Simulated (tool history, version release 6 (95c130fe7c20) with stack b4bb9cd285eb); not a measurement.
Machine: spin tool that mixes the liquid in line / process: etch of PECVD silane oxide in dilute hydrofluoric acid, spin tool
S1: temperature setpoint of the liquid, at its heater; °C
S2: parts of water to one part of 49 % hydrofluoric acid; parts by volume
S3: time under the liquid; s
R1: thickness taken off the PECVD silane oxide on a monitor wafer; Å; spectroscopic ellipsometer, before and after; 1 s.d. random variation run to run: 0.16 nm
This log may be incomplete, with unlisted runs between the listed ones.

{"run": 1, "day": 0.0, "S1": 21, "S2": 150, "S3": 50, "R1": 140.11}
{"run": 2, "day": 0.1, "S1": 21, "S2": 150, "S3": 55, "R1": 155.86}
{"run": 3, "day": 0.179, "S1": 21, "S2": 150, "S3": 50, "R1": 141.65}
{"run": 4, "day": 0.283, "S1": 22, "S2": 150, "S3": 50, "R1": 148.32}
{"run": 5, "day": 0.421, "S1": 22.5, "S2": 150, "S3": 50, "R1": 150.65}
{"run": 6, "day": 0.45, "S1": 23, "S2": 150, "S3": 50, "R1": 152.87}
{"run": 7, "day": 0.5, "S1": 23.5, "S2": 150, "S3": 50, "R1": 156.64}

What does the tool deliver on the next run?
{"run": 8, "day": 0.738, "S1": 24, "S2": 150, "S3": 50, "R1": "?"}

{"run 8": {"R1": 159.33}}
